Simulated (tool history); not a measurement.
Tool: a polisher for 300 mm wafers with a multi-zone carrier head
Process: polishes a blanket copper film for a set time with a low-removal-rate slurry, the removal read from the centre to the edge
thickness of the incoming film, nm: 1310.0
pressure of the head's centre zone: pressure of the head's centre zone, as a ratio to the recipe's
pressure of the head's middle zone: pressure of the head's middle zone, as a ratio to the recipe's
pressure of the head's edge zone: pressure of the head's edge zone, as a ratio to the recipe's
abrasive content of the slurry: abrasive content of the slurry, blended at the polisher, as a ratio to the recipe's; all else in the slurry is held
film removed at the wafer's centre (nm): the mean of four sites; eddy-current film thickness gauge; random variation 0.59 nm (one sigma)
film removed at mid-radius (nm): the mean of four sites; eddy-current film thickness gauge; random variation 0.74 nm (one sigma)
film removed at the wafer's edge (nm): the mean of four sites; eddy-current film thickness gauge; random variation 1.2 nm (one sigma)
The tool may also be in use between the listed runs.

| run | day | flow of slurry (ml/min) | pressure of the head's centre zone | pressure of the head's middle zone | pressure of the head's edge zone | abrasive content of the slurry | polishing time (s) | film removed at the wafer's centre (nm) | film removed at mid-radius (nm) | film removed at the wafer's edge (nm) |
|---|---|---|---|---|---|---|---|---|---|---|
| 1 | 0 | 125 | 1 | 1 | 1 | 1 | 65 | 162.2 | 161.04 | 166.35 |
| 2 | 0.088 | 125 | 1 | 1 | 0.93 | 1 | 65 | 162.94 | 164.21 | 165.51 |
| 3 | 0.396 | 125 | 1 | 1 | 0.93 | 0.8 | 65 | 151.8 | 152.16 | 152.48 |
| 4 | 0.583 | 140 | 1 | 1 | 0.93 | 0.8 | 65 | 153.65 | 152.99 | 147.63 |
| 5 | 0.892 | 140 | 1 | 1 | 0.93 | 0.95 | 65 | 163.65 | 160.45 | 160.09 |
| 6 | 1.192 | 140 | 1 | 1 | 0.93 | 1 | 65 | 167.73 | 167.12 | 165.69 |

The next listed run, before its measurement:
| 7 | 1.429 | 130 | 0.94 | 1.01 | 0.93 | 0.85 | 55 | ? | ? | ? |

{"run 7": {"film removed at the wafer's centre (nm)": 123.74, "film removed at mid-radius (nm)": 133.49, "film removed at the wafer's edge (nm)": 131.36}}

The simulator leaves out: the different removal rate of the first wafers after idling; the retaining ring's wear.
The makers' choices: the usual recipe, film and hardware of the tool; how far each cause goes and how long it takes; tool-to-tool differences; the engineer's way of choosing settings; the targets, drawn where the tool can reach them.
